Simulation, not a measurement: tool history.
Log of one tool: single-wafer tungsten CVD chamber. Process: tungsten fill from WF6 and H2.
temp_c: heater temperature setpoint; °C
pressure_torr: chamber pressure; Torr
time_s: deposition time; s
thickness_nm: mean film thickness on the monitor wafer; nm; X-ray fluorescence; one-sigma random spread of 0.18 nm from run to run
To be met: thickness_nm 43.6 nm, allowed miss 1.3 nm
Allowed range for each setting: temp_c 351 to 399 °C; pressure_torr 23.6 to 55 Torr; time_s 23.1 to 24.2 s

{"run": 1, "day": 0.0, "temp_c": 375, "pressure_torr": 39.3, "time_s": 24.2, "thickness_nm": 51.157}
{"run": 2, "day": 0.054, "temp_c": 385, "pressure_torr": 39.3, "time_s": 24.2, "thickness_nm": 62.148}
{"run": 3, "day": 0.371, "temp_c": 379, "pressure_torr": 38.9, "time_s": 24.2, "thickness_nm": 55.008}
{"run": 4, "day": 0.592, "temp_c": 379, "pressure_torr": 34.4, "time_s": 24.2, "thickness_nm": 52.362}
{"run": 5, "day": 0.662, "temp_c": 379, "pressure_torr": 34.4, "time_s": 23.1, "thickness_nm": 49.762}
{"run": 6, "day": 0.696, "temp_c": 379, "pressure_torr": 38.2, "time_s": 23.1, "thickness_nm": 52.314}
{"run": 7, "day": 0.896, "temp_c": 376, "pressure_torr": 38, "time_s": 23.1, "thickness_nm": 48.77}
{"run": 8, "day": 1.246, "temp_c": 374, "pressure_torr": 37.9, "time_s": 23.1, "thickness_nm": 47.167}
{"run": 9, "day": 1.279, "temp_c": 373, "pressure_torr": 37.8, "time_s": 23.1, "thickness_nm": 45.929}

5 candidate next runs follow, results not yet known. Just one meets every target within its allowed miss. Identify it.
{"run": "A", "day": 1.312, "temp_c": 373, "pressure_torr": 35.3, "time_s": 23.8, "thickness_nm": "?"}
{"run": "B", "day": 1.312, "temp_c": 374, "pressure_torr": 38.3, "time_s": 23.1, "thickness_nm": "?"}
{"run": "C", "day": 1.312, "temp_c": 368, "pressure_torr": 36.4, "time_s": 24.2, "thickness_nm": "?"}
{"run": "D", "day": 1.312, "temp_c": 378, "pressure_torr": 31.2, "time_s": 23.1, "thickness_nm": "?"}
{"run": "E", "day": 1.312, "temp_c": 373, "pressure_torr": 41.2, "time_s": 23.1, "thickness_nm": "?"}

move=A thickness_nm=46.34
move=B thickness_nm=47.406
move=C thickness_nm=43.173
move=D thickness_nm=47.199
move=E thickness_nm=47.879
A: its largest miss is bigger than the last run's
B: its largest miss is bigger than the last run's
C: all results in spec
D: its largest miss is bigger than the last run's
E: its largest miss is bigger than the last run's
Go with C: it meets all targets.
